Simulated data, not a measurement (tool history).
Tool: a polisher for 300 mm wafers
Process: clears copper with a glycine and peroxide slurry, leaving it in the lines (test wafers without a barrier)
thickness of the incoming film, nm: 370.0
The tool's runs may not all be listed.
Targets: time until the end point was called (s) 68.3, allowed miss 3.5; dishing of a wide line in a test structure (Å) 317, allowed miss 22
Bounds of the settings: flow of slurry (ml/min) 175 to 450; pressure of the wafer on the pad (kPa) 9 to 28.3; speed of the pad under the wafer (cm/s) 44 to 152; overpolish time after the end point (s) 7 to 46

run,hour,flow of slurry (ml/min),pressure of the wafer on the pad (kPa),speed of the pad under the wafer (cm/s),overpolish time after the end point (s),time until the end point was called (s),dishing of a wide line in a test structure (Å)
1,0,290,18.6,98,24,82.265,720.79
2,6.5,290,16.5,98,24,87.517,672.56
3,9.5,290,16.5,88,24,93.712,637.31
4,18.2,305,15.2,96,22,90.937,604.23
5,25.3,255,15.2,96,22,93.327,590.28
6,29.8,255,13.1,96,22,99.151,582.81
7,33.2,280,15.2,92,20,93.541,549.5
8,36.9,305,16.5,88,18,91.744,504.02
9,44.2,325,17.9,84,16,94.554,443.22
10,50.3,340,19.3,84,15,90.308,438.68
11,55.2,355,20.7,84,14,84.09,426.1
12,56.2,370,22.1,82,13,86.746,420
13,61.6,380,22.1,84,12,84.149,388.08
14,65.8,390,22.1,86,11,80.346,372.19
15,68,400,22.1,88,10,76.236,337.88
16,68.9,405,22.1,88,10,80.153,345.63
17,76.3,410,22.8,90,10,74.168,366.18
18,82.2,435,21.4,102,7,72.036,262.49
19,83.5,430,21.4,102,7,71.509,271.68
20,85.9,430,22.8,102,11,68.099,424.12
21,91.1,430,21.4,106,9,66.559,356.39

Which of these 4 next moves meets every target?
A,96.3,445,17.2,122,7,?,?
B,96.3,380,19.3,126,9,?,?
C,96.3,395,19.3,116,8,?,?
D,96.3,450,22.1,116,8,?,?

move,time until the end point was called (s),dishing of a wide line in a test structure (Å)
A,67.449,281.03
B,62.379,379.97
C,66.736,321.58
D,61.356,347.93
A: takes the result that was furthest off past its target
B: further off than the last run
C: meets every target
D: further off than the last run
The right move is C.
